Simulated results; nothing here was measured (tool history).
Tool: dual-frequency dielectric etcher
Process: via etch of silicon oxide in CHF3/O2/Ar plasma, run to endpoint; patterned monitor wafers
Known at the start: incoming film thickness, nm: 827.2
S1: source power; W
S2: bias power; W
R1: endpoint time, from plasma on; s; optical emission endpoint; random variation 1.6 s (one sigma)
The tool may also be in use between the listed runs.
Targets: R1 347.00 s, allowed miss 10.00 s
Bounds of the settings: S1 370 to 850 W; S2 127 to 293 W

run	day	S1	S2	R1
1	0.000	610	210	425.70
2	0.088	630	215	418.93
3	0.288	630	241	395.01
4	0.612	630	227	405.16
5	0.888	630	195	434.75
6	0.938	650	201	424.23
7	1.296	650	201	426.01
8	1.588	670	207	415.21
# day 1.621: wet clean of the chamber
9	1.621	690	212	383.26
10	1.658	700	212	383.22
11	1.988	710	212	383.75

5 next moves are on the table. One of them brings every result within its allowed miss. Which?
A	2.317	700	217	?
B	2.317	650	177	?
C	2.317	650	199	?
D	2.317	750	207	?
E	2.317	700	260	?

move	R1
A	378.56
B	425.00
C	403.92
D	376.54
E	350.24
A: nearer than the last run, and not there yet
B: further off than the last run
C: further off than the last run
D: nearer than the last run, and not there yet
E: meets every target
The right move is E.
